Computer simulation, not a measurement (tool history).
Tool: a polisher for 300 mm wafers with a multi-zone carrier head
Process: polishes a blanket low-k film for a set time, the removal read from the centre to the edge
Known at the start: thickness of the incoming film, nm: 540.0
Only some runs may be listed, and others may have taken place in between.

run  hour  flow of slurry (ml/min)  pressure of the head's centre zone  pressure of the head's middle zone  pressure of the head's edge zone  abrasive content of the slurry  polishing time (s)  film removed at the wafer's centre (Å)  film removed at mid-radius (Å)  film removed at the wafer's edge (Å)
  1   0.0                      180                                1.00                                1.00                              1.00                            1.00                  89                                  328.19                          329.23                                324.42
  2   4.7                      225                                1.00                                1.00                              1.00                            1.00                  89                                  339.44                          333.01                                335.25
  3  12.4                      225                                1.00                                1.00                              1.00                            0.85                  89                                  311.93                          310.41                                313.23
  4  15.0                      225                                1.00                                1.00                              1.00                            0.70                  89                                  278.88                          278.02                                267.93
  5  23.1                      260                                1.00                                1.00                              1.00                            0.70                  89                                  285.77                          286.50                                272.37
  6  27.9                      255                                1.00                                1.00                              1.01                            0.80                  89                                  304.77                          303.69                                306.82
  7  34.5                      255                                1.02                                1.02                              1.03                            0.85                  89                                  314.43                          321.08                                316.16
  8  41.4                      255                                1.02                                1.02                              1.03                            0.85                  89                                  322.97                          319.29                                314.65

Run 9 has not been measured yet. What should we expect?
  9  48.0                      255                                1.02                                1.02                              1.05                            0.95                  89                                       ?                               ?                                     ?

{"run 9": {"film removed at the wafer's centre (Å)": 341.0, "film removed at mid-radius (Å)": 336.27, "film removed at the wafer's edge (Å)": 335.04}}

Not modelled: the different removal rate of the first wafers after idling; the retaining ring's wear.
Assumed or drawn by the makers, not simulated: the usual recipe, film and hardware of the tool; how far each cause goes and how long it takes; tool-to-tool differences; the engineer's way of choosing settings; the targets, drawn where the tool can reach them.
